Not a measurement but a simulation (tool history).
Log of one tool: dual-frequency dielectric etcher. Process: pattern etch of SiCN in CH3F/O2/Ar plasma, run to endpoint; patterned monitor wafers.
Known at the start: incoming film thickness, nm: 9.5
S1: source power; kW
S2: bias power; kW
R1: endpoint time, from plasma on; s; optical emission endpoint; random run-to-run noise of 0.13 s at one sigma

run	hour	S1	S2	R1
1	0	0.48	0.093	20.113
2	2.6	0.52	0.098	19.5
3	4	0.52	0.104	18.494
4	7.7	0.54	0.107	18.175
5	13.7	0.5	0.107	18.825
6	18.6	0.53	0.109	18.078

Run 7 comes next. What will it give?
7	19.5	0.53	0.109	?

Run 7 came out at R1 17.888 s.
